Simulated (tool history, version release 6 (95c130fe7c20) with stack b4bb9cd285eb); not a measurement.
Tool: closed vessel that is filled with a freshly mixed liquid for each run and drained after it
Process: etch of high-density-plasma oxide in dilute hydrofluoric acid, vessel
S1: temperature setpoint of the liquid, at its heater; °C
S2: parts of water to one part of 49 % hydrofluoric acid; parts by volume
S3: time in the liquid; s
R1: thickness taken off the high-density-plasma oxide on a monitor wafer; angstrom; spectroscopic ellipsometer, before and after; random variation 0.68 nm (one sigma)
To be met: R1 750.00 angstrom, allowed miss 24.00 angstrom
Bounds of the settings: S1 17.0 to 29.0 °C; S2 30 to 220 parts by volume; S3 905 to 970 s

Run 1, day 0.000: S1 21.0 °C, S2 125 parts by volume, S3 905 s. Result: R1 452.54 angstrom.
Run 2, day 0.333: S1 22.5 °C, S2 120 parts by volume, S3 905 s. Result: R1 493.75 angstrom.
Run 3, day 0.708: S1 23.5 °C, S2 115 parts by volume, S3 905 s. Result: R1 544.93 angstrom.
Run 4, day 0.812: S1 20.5 °C, S2 115 parts by volume, S3 905 s. Result: R1 491.69 angstrom.
Run 5, day 0.867: S1 20.5 °C, S2 100 parts by volume, S3 905 s. Result: R1 557.22 angstrom.
Run 6, day 0.942: S1 20.5 °C, S2 100 parts by volume, S3 970 s. Result: R1 607.62 angstrom.
Run 7, day 1.233: S1 21.5 °C, S2 100 parts by volume, S3 970 s. Result: R1 634.96 angstrom.
Run 8, day 1.617: S1 21.5 °C, S2 100 parts by volume, S3 970 s. Result: R1 623.94 angstrom.
Run 9, day 1.825: S1 22.5 °C, S2 100 parts by volume, S3 970 s. Result: R1 664.00 angstrom.
Run 10, day 2.017: S1 23.0 °C, S2 100 parts by volume, S3 970 s. Result: R1 686.57 angstrom.
Run 11, day 2.312: S1 23.5 °C, S2 100 parts by volume, S3 970 s. Result: R1 690.41 angstrom.
Run 12, day 2.425: S1 24.0 °C, S2 100 parts by volume, S3 970 s. Result: R1 710.50 angstrom.
Run 13, day 2.679: S1 24.5 °C, S2 100 parts by volume, S3 970 s. Result: R1 716.23 angstrom.

5 next moves are on the table. One of them brings every result within its allowed miss. Which?
Run A, day 2.933: S1 24.0 °C, S2 100 parts by volume, S3 970 s. Result: R1 ?.
Run B, day 2.933: S1 24.5 °C, S2 100 parts by volume, S3 930 s. Result: R1 ?.
Run C, day 2.933: S1 24.0 °C, S2 85 parts by volume, S3 950 s. Result: R1 ?.
Run D, day 2.933: S1 22.5 °C, S2 95 parts by volume, S3 950 s. Result: R1 ?.
Run E, day 2.933: S1 29.0 °C, S2 105 parts by volume, S3 905 s. Result: R1 ?.

move      R1
   A  702.89
   B  687.36
   C  825.12
   D  686.62
   E  752.80
A: further off than the last run
B: further off than the last run
C: takes the result that was furthest off past its target
D: further off than the last run
E: meets every target
Answer: E

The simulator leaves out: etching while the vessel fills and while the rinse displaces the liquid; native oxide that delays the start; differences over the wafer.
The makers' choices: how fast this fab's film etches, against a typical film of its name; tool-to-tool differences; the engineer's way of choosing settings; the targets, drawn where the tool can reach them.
